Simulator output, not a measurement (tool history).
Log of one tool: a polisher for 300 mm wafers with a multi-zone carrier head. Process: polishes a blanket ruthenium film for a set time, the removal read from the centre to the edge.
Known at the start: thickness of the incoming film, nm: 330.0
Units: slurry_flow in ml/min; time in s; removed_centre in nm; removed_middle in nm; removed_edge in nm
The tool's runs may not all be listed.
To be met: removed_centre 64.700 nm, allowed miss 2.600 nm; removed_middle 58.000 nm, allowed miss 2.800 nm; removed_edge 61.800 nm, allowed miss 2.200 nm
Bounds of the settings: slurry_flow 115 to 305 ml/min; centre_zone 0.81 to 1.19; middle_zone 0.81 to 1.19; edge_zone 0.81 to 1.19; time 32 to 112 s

run	hour	slurry_flow	centre_zone	middle_zone	edge_zone	time	removed_centre	removed_middle	removed_edge
1	0.0	195	1.00	1.00	1.00	72	45.012	45.233	45.856
2	1.8	195	1.00	1.08	1.00	72	44.151	46.962	45.117
3	4.3	205	1.04	1.06	1.04	77	48.931	50.334	50.372
4	6.8	215	1.08	1.05	1.05	80	53.652	54.010	52.528
5	10.3	215	1.08	1.12	1.05	80	53.338	55.577	52.517
6	13.3	220	1.12	1.08	1.09	82	58.293	56.356	54.721
7	21.1	225	1.12	1.05	1.12	84	58.236	56.486	56.468
8	27.8	225	1.13	1.03	1.14	86	61.416	57.586	59.120

5 next moves are on the table. One of them brings every result within its allowed miss. Which?
A	34.5	270	1.12	1.19	1.02	84	?	?	?
B	34.5	245	1.16	1.02	1.16	88	?	?	?
C	34.5	200	1.05	1.00	1.14	94	?	?	?
D	34.5	230	1.06	1.15	1.06	87	?	?	?
E	34.5	120	1.19	1.04	1.06	97	?	?	?

move	removed_centre	removed_middle	removed_edge
A	61.392	62.712	54.847
B	65.483	56.754	60.652
C	60.969	57.633	62.641
D	58.617	61.594	56.864
E	61.130	53.763	56.822
A: further off than the last run
B: meets every target
C: further off than the last run
D: further off than the last run
E: further off than the last run
Move B is the one to make.
